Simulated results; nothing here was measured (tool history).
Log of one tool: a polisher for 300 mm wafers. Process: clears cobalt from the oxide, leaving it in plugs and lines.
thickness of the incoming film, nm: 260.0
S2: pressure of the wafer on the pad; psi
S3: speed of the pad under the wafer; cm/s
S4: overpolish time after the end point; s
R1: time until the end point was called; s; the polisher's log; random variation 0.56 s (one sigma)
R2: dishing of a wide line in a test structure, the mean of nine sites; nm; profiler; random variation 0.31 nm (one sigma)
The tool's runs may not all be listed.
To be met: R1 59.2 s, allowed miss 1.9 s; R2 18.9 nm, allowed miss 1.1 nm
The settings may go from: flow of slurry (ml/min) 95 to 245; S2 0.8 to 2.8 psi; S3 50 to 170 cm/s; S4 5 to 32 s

{"run": 1, "day": 0.0, "flow of slurry (ml/min)": 155, "S2": 1.8, "S3": 110, "S4": 16, "R1": 50.793, "R2": 26.764}
{"run": 2, "day": 0.354, "flow of slurry (ml/min)": 150, "S2": 1.7, "S3": 110, "S4": 13, "R1": 53.449, "R2": 25.442}
{"run": 3, "day": 0.417, "flow of slurry (ml/min)": 135, "S2": 1.7, "S3": 110, "S4": 11, "R1": 53.947, "R2": 24.403}
{"run": 4, "day": 0.621, "flow of slurry (ml/min)": 125, "S2": 1.7, "S3": 110, "S4": 9, "R1": 55.317, "R2": 22.558}
{"run": 5, "day": 0.867, "flow of slurry (ml/min)": 125, "S2": 1.4, "S3": 110, "S4": 9, "R1": 65.478, "R2": 20.594}
{"run": 6, "day": 1.029, "flow of slurry (ml/min)": 125, "S2": 1, "S3": 110, "S4": 9, "R1": 90.7, "R2": 16.749}
{"run": 7, "day": 1.229, "flow of slurry (ml/min)": 165, "S2": 1.4, "S3": 126, "S4": 5, "R1": 56.427, "R2": 15.993}
{"run": 8, "day": 1.271, "flow of slurry (ml/min)": 155, "S2": 1.4, "S3": 126, "S4": 6, "R1": 56.38, "R2": 17.925}
{"run": 9, "day": 1.608, "flow of slurry (ml/min)": 150, "S2": 1.4, "S3": 126, "S4": 6, "R1": 56.709, "R2": 17.743}
{"run": 10, "day": 1.708, "flow of slurry (ml/min)": 145, "S2": 1.4, "S3": 126, "S4": 6, "R1": 57.289, "R2": 17.722}
{"run": 11, "day": 1.829, "flow of slurry (ml/min)": 140, "S2": 1.4, "S3": 126, "S4": 6, "R1": 57.685, "R2": 17.772}
{"run": 12, "day": 2.2, "flow of slurry (ml/min)": 135, "S2": 1.4, "S3": 126, "S4": 6, "R1": 57.305, "R2": 17.519}
{"run": 13, "day": 2.504, "flow of slurry (ml/min)": 140, "S2": 1.3, "S3": 126, "S4": 14, "R1": 61.587, "R2": 25.033}
{"run": 14, "day": 2.808, "flow of slurry (ml/min)": 155, "S2": 1.3, "S3": 126, "S4": 13, "R1": 61.086, "R2": 24.595}

Which of these 5 next moves meets every target?
{"run": "A", "day": 3.112, "flow of slurry (ml/min)": 165, "S2": 1.2, "S3": 128, "S4": 20, "R1": "?", "R2": "?"}
{"run": "B", "day": 3.112, "flow of slurry (ml/min)": 165, "S2": 1.4, "S3": 120, "S4": 7, "R1": "?", "R2": "?"}
{"run": "C", "day": 3.112, "flow of slurry (ml/min)": 155, "S2": 1.1, "S3": 136, "S4": 18, "R1": "?", "R2": "?"}
{"run": "D", "day": 3.112, "flow of slurry (ml/min)": 135, "S2": 1.2, "S3": 128, "S4": 10, "R1": "?", "R2": "?"}
{"run": "E", "day": 3.112, "flow of slurry (ml/min)": 105, "S2": 1.1, "S3": 156, "S4": 10, "R1": "?", "R2": "?"}

move=A R1=63.848 R2=26.951
move=B R1=58.646 R2=18.779
move=C R1=65.8 R2=26.212
move=D R1=65.15 R2=21.393
move=E R1=59.874 R2=22.198
A: further off than the last run
B: meets every target
C: further off than the last run
D: nearer than the last run, and not there yet
E: nearer than the last run, and not there yet
Answer: B
